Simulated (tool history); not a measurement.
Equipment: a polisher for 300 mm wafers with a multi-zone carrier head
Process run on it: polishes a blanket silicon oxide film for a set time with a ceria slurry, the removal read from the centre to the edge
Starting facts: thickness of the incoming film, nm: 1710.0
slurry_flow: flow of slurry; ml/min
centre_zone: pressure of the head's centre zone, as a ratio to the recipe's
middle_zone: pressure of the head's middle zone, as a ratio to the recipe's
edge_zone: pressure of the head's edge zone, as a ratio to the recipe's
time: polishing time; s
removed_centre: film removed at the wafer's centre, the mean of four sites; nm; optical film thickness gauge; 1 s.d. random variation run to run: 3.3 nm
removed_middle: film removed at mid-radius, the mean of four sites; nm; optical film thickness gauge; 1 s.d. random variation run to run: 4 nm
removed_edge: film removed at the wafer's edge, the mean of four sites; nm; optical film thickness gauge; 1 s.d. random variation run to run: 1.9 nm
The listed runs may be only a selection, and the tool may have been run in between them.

run	hour	slurry_flow	centre_zone	middle_zone	edge_zone	time	removed_centre	removed_middle	removed_edge
1	0.0	295	1.00	1.00	1.00	89	452.65	453.39	452.99
2	3.2	290	0.98	1.00	0.99	84	411.89	430.83	422.86
3	9.5	290	1.03	1.00	0.99	84	437.92	424.05	424.86
4	15.1	285	1.01	0.99	0.98	80	408.81	405.15	399.42
5	20.6	285	1.08	0.99	0.98	80	431.02	397.89	397.20
6	23.5	285	1.14	0.99	0.98	80	470.42	394.72	398.32
7	31.5	280	1.11	0.98	0.97	77	430.95	378.44	383.08
8	38.7	255	1.01	0.96	0.87	52	257.39	252.53	241.33
9	45.1	260	1.00	0.96	0.88	52	255.09	250.42	243.60
10	50.0	265	0.99	0.96	0.89	52	255.31	245.50	247.28
11	54.3	265	0.98	0.97	0.90	52	254.34	247.68	244.68
12	58.9	265	0.96	0.98	0.91	52	242.08	247.86	250.02
13	61.5	270	0.96	0.99	0.91	52	255.08	257.71	248.89
14	62.7	265	0.95	0.99	0.92	52	238.03	247.76	250.58
15	71.0	270	0.95	1.00	0.92	52	247.31	258.41	249.79
16	73.9	270	0.94	1.00	0.93	52	241.77	257.33	251.12

Run 17 has not been measured yet. What should we expect?
17	78.4	270	0.94	1.00	0.94	52	?	?	?

Run 17 measured removed_centre 245.78 nm, removed_middle 260.35 nm, removed_edge 252.84 nm.
